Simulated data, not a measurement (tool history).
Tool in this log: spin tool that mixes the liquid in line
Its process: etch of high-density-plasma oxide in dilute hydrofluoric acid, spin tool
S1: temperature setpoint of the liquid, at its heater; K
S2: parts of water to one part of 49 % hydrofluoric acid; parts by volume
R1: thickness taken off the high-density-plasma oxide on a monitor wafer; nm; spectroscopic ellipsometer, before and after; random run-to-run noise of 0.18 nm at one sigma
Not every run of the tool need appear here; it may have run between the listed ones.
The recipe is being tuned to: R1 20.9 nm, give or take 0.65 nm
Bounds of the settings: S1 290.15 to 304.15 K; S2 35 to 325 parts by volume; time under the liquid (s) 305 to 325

{"run": 1, "day": 0.0, "S1": 296.15, "S2": 180, "time under the liquid (s)": 305, "R1": 7.4007}
{"run": 2, "day": 0.092, "S1": 298.15, "S2": 145, "time under the liquid (s)": 305, "R1": 10.336}
{"run": 3, "day": 0.388, "S1": 298.15, "S2": 145, "time under the liquid (s)": 325, "R1": 11.027}
{"run": 4, "day": 0.654, "S1": 299.65, "S2": 125, "time under the liquid (s)": 325, "R1": 13.797}
{"run": 5, "day": 0.979, "S1": 301.15, "S2": 115, "time under the liquid (s)": 325, "R1": 16.008}
{"run": 6, "day": 1.262, "S1": 302.15, "S2": 110, "time under the liquid (s)": 325, "R1": 17.509}
{"run": 7, "day": 1.517, "S1": 302.65, "S2": 105, "time under the liquid (s)": 325, "R1": 18.878}
{"run": 8, "day": 1.75, "S1": 303.15, "S2": 105, "time under the liquid (s)": 325, "R1": 19.216}
{"day": 2.125, "done": "thermometer replaced"}
{"run": 9, "day": 2.125, "S1": 303.65, "S2": 105, "time under the liquid (s)": 325, "R1": 21.574}

Pick the move, out of 4, that brings all results within their allowed miss; only one does.
{"run": "A", "day": 2.5, "S1": 303.65, "S2": 95, "time under the liquid (s)": 305, "R1": "?"}
{"run": "B", "day": 2.5, "S1": 304.15, "S2": 110, "time under the liquid (s)": 325, "R1": "?"}
{"run": "C", "day": 2.5, "S1": 303.15, "S2": 100, "time under the liquid (s)": 325, "R1": "?"}
{"run": "D", "day": 2.5, "S1": 304.15, "S2": 105, "time under the liquid (s)": 325, "R1": "?"}

move=A R1=22.686
move=B R1=20.817
move=C R1=22.378
move=D R1=21.964
A: further off than the last run
B: each result inside its tolerance
C: further off than the last run
D: further off than the last run
Go with B: it meets all targets.
